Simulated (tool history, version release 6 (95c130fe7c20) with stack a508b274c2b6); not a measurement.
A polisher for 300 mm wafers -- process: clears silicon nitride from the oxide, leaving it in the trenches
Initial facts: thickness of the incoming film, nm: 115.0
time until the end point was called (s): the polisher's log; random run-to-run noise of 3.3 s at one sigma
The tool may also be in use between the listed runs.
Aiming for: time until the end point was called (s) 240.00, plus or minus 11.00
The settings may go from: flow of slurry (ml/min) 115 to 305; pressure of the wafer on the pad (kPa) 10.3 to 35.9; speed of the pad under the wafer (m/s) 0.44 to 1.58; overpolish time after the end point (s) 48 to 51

run  hour  flow of slurry (ml/min)  pressure of the wafer on the pad (kPa)  speed of the pad under the wafer (m/s)  overpolish time after the end point (s)  time until the end point was called (s)
  1   0.0                      195                                    22.8                                    1.00                                       48                                   101.79
  2   5.2                      175                                    22.8                                    1.00                                       48                                   102.98
  3   8.1                      175                                    18.6                                    0.90                                       48                                   139.35
  4  17.0                      175                                    18.6                                    0.90                                       48                                   136.87
  5  20.9                      175                                    18.6                                    0.90                                       51                                   141.05
  6  29.0                      175                                    15.9                                    0.86                                       51                                   174.62
  7  36.2                      175                                    14.5                                    0.86                                       51                                   188.76
  8  37.8                      175                                    13.1                                    0.86                                       51                                   201.27
  9  41.9                      175                                    12.4                                    0.86                                       51                                   215.55
 10  44.9                      175                                    11.7                                    0.86                                       51                                   227.12

4 next moves are on the table. One of them brings every result within its allowed miss. Which?
  A  47.9                      180                                    15.9                                    0.66                                       51                                        ?
  B  47.9                      180                                    10.3                                    0.92                                       51                                        ?
  C  47.9                      205                                    13.1                                    0.80                                       49                                        ?
  D  47.9                      120                                    15.9                                    0.60                                       51                                        ?

move  time until the end point was called (s)
   A                                   214.28
   B                                   234.61
   C                                   209.29
   D                                   258.13
A: lands further from the targets than the last run did
B: each result inside its tolerance
C: lands further from the targets than the last run did
D: takes the result that was furthest off past its target
Move B is the one to make.
